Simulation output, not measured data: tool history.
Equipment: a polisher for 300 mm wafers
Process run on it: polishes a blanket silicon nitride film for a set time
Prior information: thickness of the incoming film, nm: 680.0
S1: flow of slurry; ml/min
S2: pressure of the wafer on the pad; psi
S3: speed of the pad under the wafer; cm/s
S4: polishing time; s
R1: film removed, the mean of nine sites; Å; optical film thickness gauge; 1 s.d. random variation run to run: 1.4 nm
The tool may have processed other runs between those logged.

run	day	S1	S2	S3	S4	R1
1	0	235	2.7	120	117	2186.4
2	0.071	235	2.3	112	117	1777
3	0.3	235	2.3	90	117	1487.4
4	0.629	235	2.3	118	117	1862.8
5	0.925	235	2	110	117	1538.2
6	1.092	235	2.6	110	117	1988.7
7	1.467	235	2.3	106	117	1686.6

What will run 8 give?
8	1.512	235	2.1	102	117	?

Run 8 measured R1 1511.3 Å.

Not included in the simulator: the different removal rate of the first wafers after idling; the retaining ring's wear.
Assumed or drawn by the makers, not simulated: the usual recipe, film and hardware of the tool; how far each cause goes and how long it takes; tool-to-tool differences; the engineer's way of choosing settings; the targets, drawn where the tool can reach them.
